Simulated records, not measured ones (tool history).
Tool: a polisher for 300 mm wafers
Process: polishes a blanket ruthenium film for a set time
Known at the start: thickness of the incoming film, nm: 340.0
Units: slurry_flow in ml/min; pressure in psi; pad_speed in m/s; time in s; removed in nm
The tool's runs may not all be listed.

run	hour	slurry_flow	pressure	pad_speed	time	removed
1	0	315	1.6	0.78	52	32.884
2	4.6	315	1.6	0.78	52	33.23
3	8.7	265	1.6	0.78	52	32.637
4	9.5	265	1.7	0.78	52	34.157
5	17.9	265	1.7	0.98	52	40.186
6	22.5	285	1.8	0.98	52	43.029
7	26.9	295	1.8	0.98	52	43.014
8	33.3	300	1.8	0.98	52	43.094

Forecast run 9:
9	41.4	305	1.8	0.98	52	?

Run 9 gave removed 43.505 nm.
